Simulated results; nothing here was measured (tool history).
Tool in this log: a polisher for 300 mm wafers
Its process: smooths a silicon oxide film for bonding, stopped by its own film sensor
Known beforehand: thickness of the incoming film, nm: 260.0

run,hour,flow of slurry (ml/min),pressure of the wafer on the pad (kPa),speed of the pad under the wafer (m/s),abrasive content of the slurry,target thickness at which the film sensor stops the polish (angstrom),time until the film sensor stopped the polish (s)
1,0.0,240,17.2,0.74,1.0,1850,89.449
2,3.5,240,18.6,0.74,1.0,1850,81.927
3,6.3,240,18.6,0.74,1.1,1850,80.057
4,14.3,240,19.3,0.74,1.1,1850,76.799
5,19.9,240,17.2,0.74,1.1,1850,85.260
6,27.7,240,18.6,0.74,1.1,1850,79.477
7,36.3,240,19.3,0.74,1.1,1850,76.175
8,44.0,240,20.0,0.74,1.1,1850,74.846

What will run 9 give?
9,50.2,240,20.7,0.74,1.1,1850,?

Run 9 came out at time until the film sensor stopped the polish (s) 72.852.
